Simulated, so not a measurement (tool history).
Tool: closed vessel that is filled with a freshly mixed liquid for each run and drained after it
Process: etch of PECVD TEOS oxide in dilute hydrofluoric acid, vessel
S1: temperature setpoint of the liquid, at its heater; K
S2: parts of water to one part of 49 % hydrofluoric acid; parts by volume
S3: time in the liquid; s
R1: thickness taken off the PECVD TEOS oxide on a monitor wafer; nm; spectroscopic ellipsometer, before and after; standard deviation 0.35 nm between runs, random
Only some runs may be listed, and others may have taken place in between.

Run 1, hour 0: S1 298.15 K, S2 60 parts by volume, S3 155 s. Result: R1 35.216 nm.
Run 2, hour 7.1: S1 299.15 K, S2 60 parts by volume, S3 155 s. Result: R1 36.09 nm.
Run 3, hour 9.1: S1 299.15 K, S2 60 parts by volume, S3 155 s. Result: R1 37.05 nm.
Run 4, hour 11.4: S1 299.15 K, S2 60 parts by volume, S3 155 s. Result: R1 36.41 nm.
Run 5, hour 13.3: S1 297.15 K, S2 60 parts by volume, S3 155 s. Result: R1 34.026 nm.
Run 6, hour 17.8: S1 297.15 K, S2 40 parts by volume, S3 155 s. Result: R1 52.263 nm.
Run 7, hour 25.4: S1 295.65 K, S2 40 parts by volume, S3 155 s. Result: R1 48.666 nm.
Run 8, hour 31.4: S1 294.65 K, S2 40 parts by volume, S3 155 s. Result: R1 46.812 nm.

Run 9 has not been measured yet. What should we expect?
Run 9, hour 37.8: S1 293.65 K, S2 40 parts by volume, S3 155 s. Result: R1 ?.

Run 9 produced R1 45.356 nm.
